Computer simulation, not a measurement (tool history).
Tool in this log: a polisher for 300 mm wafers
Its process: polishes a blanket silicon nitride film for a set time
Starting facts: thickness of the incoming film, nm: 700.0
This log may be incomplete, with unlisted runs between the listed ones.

run,hour,flow of slurry (ml/min),pressure of the wafer on the pad (kPa),speed of the pad under the wafer (cm/s),polishing time (s),film removed (angstrom)
1,0,210,28.3,126,114,2394.3
2,5.4,210,25.5,124,114,2205.8
3,6.2,210,25.5,94,114,1916.8
4,11,210,24.1,94,114,1770.7
5,19.3,210,24.1,120,114,1999.7
6,24.6,210,22.8,120,114,1906.5
7,30.8,210,22.1,120,114,1864

What does the tool deliver on the next run?
8,33.3,210,18.6,118,114,?

Logged for run 8: film removed (angstrom) 1551.5.
